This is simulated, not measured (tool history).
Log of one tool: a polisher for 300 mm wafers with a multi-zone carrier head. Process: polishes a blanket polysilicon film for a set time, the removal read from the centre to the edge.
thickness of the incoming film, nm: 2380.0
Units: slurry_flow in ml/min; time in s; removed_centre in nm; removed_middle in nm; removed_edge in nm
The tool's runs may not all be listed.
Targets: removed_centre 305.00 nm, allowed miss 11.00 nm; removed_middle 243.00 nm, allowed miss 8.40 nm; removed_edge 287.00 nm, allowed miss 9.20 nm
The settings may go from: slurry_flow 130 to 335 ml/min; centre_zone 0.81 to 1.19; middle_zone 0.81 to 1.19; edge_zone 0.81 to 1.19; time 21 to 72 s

run	hour	slurry_flow	centre_zone	middle_zone	edge_zone	time	removed_centre	removed_middle	removed_edge
1	0.0	215	1.00	1.00	1.00	46	386.15	387.97	386.13
2	2.9	265	1.00	1.00	1.00	46	399.70	388.81	390.48
3	7.2	270	1.01	0.96	1.00	43	381.65	349.96	359.73
4	14.4	300	1.01	0.96	1.00	43	380.45	350.68	367.44
5	16.4	300	1.01	0.93	1.00	41	353.59	327.10	356.54
6	21.5	300	1.03	0.91	0.99	39	350.49	310.33	330.57
7	25.2	305	1.04	0.89	1.00	37	332.52	289.46	322.26
8	26.0	305	1.05	0.87	1.00	36	329.87	274.70	308.16
9	28.9	300	1.05	0.86	1.00	36	332.53	268.18	309.84
10	31.4	290	1.04	0.85	0.99	36	328.61	273.64	309.88
11	32.8	290	1.04	0.84	0.99	35	319.67	257.93	294.58
12	37.9	285	1.03	0.83	0.99	35	309.70	255.64	294.31

4 next moves are on the table. One of them brings every result within its allowed miss. Which?
A	43.0	305	1.06	0.81	0.95	36	?	?	?
B	43.0	280	1.03	0.81	0.96	34	?	?	?
C	43.0	300	1.09	0.81	1.12	34	?	?	?
D	43.0	295	1.10	0.81	1.14	34	?	?	?

move	removed_centre	removed_middle	removed_edge
A	333.66	262.15	298.74
B	303.65	245.80	281.84
C	323.61	247.14	303.41
D	326.08	246.77	305.61
A: further off than the last run
B: meets every target
C: brings the result that was furthest off to its target, and leaves another outside
D: brings the result that was furthest off to its target, and leaves another outside
Move B is the one to make.
